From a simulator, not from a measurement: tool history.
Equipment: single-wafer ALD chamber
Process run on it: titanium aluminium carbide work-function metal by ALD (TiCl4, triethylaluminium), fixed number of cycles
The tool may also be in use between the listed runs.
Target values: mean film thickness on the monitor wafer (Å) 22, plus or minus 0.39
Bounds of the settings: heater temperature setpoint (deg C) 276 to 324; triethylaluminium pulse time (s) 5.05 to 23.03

run    day  heater temperature setpoint (deg C)  triethylaluminium pulse time (s)  mean film thickness on the monitor wafer (Å)
  1      0                                  300                             14.04                                         20.13
  2  0.183                                  300                             15.76                                        20.228
  3  0.529                                  302                             15.98                                        20.362
  4    0.7                                  309                             15.98                                        20.993
  5  0.775                                  310                              16.1                                        21.021
  6  1.046                                  311                             16.23                                        21.226
  7  1.192                                  312                             16.32                                        21.275
  8  1.317                                  313                             16.41                                        21.442
  9  1.688                                  314                             16.47                                        21.399
 10  1.821                                  315                             16.55                                        21.519

Which single option among these 5 for the next run brings every result within its allowed miss of target? Just one does.
  A  1.954                                  319                             18.65                                             ?
  B  1.954                                  311                             16.81                                             ?
  C  1.954                                  312                              10.9                                             ?
  D  1.954                                  309                             14.58                                             ?
  E  1.954                                  314                              9.45                                             ?

move  mean film thickness on the monitor wafer (Å)
   A                                        21.924
   B                                        21.157
   C                                        20.519
   D                                        20.817
   E                                        20.317
A: all results in spec
B: the biggest miss grows against the last run
C: the biggest miss grows against the last run
D: the biggest miss grows against the last run
E: the biggest miss grows against the last run
Correct choice: A, which meets every target
